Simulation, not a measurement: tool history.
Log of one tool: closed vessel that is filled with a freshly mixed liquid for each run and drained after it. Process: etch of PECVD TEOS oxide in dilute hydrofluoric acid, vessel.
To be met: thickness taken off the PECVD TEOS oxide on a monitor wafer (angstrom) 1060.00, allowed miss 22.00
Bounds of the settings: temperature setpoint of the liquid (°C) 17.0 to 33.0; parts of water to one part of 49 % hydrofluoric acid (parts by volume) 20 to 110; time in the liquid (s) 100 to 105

run    day  temperature setpoint of the liquid (°C)  parts of water to one part of 49 % hydrofluoric acid (parts by volume)  time in the liquid (s)  thickness taken off the PECVD TEOS oxide on a monitor wafer (angstrom)
  1  0.000                                     25.0                                                                      60                     100                                                                  398.14
  2  0.179                                     25.0                                                                      60                     100                                                                  397.20
  3  0.362                                     25.0                                                                      60                     105                                                                  413.51
  4  0.550                                     25.0                                                                      60                     100                                                                  396.01
  5  0.721                                     27.0                                                                      60                     100                                                                  429.39
  6  1.083                                     25.0                                                                      60                     100                                                                  395.59
  7  1.183                                     27.5                                                                      50                     100                                                                  536.91
  8  1.438                                     29.0                                                                      45                     100                                                                  631.70
  9  1.796                                     30.0                                                                      40                     100                                                                  748.71
 10  2.117                                     31.0                                                                      35                     100                                                                  892.93
 11  2.208                                     31.5                                                                      35                     100                                                                  915.29
 12  2.367                                     32.0                                                                      35                     100                                                                  923.41
 13  2.733                                     32.5                                                                      35                     100                                                                  947.88
 14  3.092                                     33.0                                                                      30                     100                                                                 1133.40
 15  3.375                                     32.5                                                                      30                     100                                                                 1119.10

5 next moves are on the table. One of them brings every result within its allowed miss. Which?
  A  3.658                                     29.0                                                                      30                     105                                                                       ?
  B  3.658                                     28.5                                                                      30                     105                                                                       ?
  C  3.658                                     31.0                                                                      30                     100                                                                       ?
  D  3.658                                     32.5                                                                      35                     105                                                                       ?
  E  3.658                                     33.0                                                                      30                     105                                                                       ?

move  thickness taken off the PECVD TEOS oxide on a monitor wafer (angstrom)
   A                                                                 1022.30
   B                                                                 1001.80
   C                                                                 1054.70
   D                                                                  998.78
   E                                                                 1198.40
A: takes the result that was furthest off past its target
B: takes the result that was furthest off past its target
C: meets every target
D: takes the result that was furthest off past its target
E: further off than the last run
Move C is the one to make.

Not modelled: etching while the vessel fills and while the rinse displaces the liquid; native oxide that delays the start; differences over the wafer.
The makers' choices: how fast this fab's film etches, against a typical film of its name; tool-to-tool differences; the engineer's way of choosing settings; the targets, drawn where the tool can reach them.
